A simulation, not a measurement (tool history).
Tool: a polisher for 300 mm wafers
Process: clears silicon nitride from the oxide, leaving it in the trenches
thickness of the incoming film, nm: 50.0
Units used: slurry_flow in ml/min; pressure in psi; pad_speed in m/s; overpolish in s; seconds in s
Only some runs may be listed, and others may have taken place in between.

| run | hour | slurry_flow | pressure | pad_speed | overpolish | seconds |
|---|---|---|---|---|---|---|
| 1 | 0 | 300 | 1.7 | 0.9 | 7 | 88.504 |
| 2 | 7.5 | 300 | 1.7 | 0.9 | 7 | 91.064 |
| 3 | 13.9 | 300 | 1.7 | 1.08 | 7 | 77.617 |
| 4 | 19.6 | 300 | 1.7 | 0.94 | 7 | 88.712 |
| 5 | 26.8 | 300 | 1.7 | 0.8 | 7 | 100.13 |
| 6 | 34.4 | 300 | 1.5 | 0.76 | 7 | 113.18 |

Forecast run 7:
| 7 | 40.2 | 300 | 1.3 | 0.72 | 7 | ? |

For run 7 the tool returned seconds 141.73 s.
